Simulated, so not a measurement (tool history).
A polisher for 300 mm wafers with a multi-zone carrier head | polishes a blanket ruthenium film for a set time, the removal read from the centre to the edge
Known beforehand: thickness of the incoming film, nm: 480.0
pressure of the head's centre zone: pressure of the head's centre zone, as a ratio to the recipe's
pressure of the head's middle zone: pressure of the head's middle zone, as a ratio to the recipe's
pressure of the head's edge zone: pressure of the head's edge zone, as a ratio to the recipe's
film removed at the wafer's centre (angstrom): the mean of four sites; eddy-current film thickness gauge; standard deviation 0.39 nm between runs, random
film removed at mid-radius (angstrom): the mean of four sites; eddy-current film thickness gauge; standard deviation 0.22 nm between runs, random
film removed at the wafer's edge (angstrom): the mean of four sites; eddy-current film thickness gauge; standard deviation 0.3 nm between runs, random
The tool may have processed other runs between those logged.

run,hour,flow of slurry (ml/min),pressure of the head's centre zone,pressure of the head's middle zone,pressure of the head's edge zone,polishing time (s),film removed at the wafer's centre (angstrom),film removed at mid-radius (angstrom),film removed at the wafer's edge (angstrom)
1,0,260,1,1,1,44,445.8,448.28,454.89
2,4.3,305,1,1,1,44,459.76,447.85,468.12
3,12.5,305,1,1.07,1,44,453.95,469.32,461.72
4,16.9,305,1,1.07,0.94,44,448.32,473.32,439.78
5,20.7,280,1,1.07,0.94,44,444.02,462.28,449.05
6,22.4,280,0.99,1.06,0.93,41,425.67,435.73,406.92
7,24.4,270,0.96,1.05,0.95,38,379.79,398.22,382.22
8,29.5,265,0.94,1.03,0.94,36,346.36,369.36,358.2
9,34.2,265,0.93,1.01,0.93,35,334.45,353.3,348.37
10,36.5,265,0.92,1,0.91,34,321.97,339.22,337.38
11,38.5,260,0.91,0.99,0.9,33,309.41,328.19,320.3
12,39.6,260,0.9,0.97,0.89,33,313.05,326.16,318.92
13,45.1,255,0.89,0.96,0.88,33,307.45,324.69,325.83
14,52.4,255,0.89,0.96,0.88,32,302.28,312.37,317.61
15,57.2,255,0.88,0.96,0.87,31,275.28,301.83,303.23

What does the tool deliver on the next run?
16,64.1,255,0.88,0.95,0.86,31,?,?,?

{"run 16": {"film removed at the wafer's centre (angstrom)": 284.11, "film removed at mid-radius (angstrom)": 306.14, "film removed at the wafer's edge (angstrom)": 297.76}}
